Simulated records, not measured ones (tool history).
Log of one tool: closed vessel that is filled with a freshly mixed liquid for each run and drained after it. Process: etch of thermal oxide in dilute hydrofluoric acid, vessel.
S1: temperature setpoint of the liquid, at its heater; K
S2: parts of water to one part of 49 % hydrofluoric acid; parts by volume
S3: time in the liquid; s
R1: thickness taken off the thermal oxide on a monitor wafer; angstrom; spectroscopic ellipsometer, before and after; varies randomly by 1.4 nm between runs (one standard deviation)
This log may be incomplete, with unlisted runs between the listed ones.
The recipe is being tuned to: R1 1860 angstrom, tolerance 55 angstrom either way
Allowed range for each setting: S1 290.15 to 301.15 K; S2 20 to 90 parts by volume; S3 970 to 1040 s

run  hour      S1  S2   S3      R1
  1     0  293.15  50  970  822.99
  2   6.2  295.15  50  970  892.61
  3  12.3  296.15  45  970  1048.6
  4    21  299.65  45  970  1214.1
  5  23.4  299.65  45  970  1213.2
  6  29.8  299.65  35  970  1544.2
  7  32.4  301.15  30  970  1953.8
  8  33.3  300.65  30  970  1911.4

Which single option among these 5 for the next run brings every result within its allowed miss of target? Just one does.
  A  34.2  301.15  30  1005   ?
  B  34.2  301.15  30   970   ?
  C  34.2  301.15  30   985   ?
  D  34.2  300.15  30   970   ?
  E  34.2  301.15  30  1010   ?

move      R1
   A  2026.8
   B  1956.2
   C  1986.5
   D  1878.1
   E  2036.9
A: further off than the last run
B: further off than the last run
C: further off than the last run
D: every result lands within tolerance
E: further off than the last run
D is the move that brings every result within its allowed miss.

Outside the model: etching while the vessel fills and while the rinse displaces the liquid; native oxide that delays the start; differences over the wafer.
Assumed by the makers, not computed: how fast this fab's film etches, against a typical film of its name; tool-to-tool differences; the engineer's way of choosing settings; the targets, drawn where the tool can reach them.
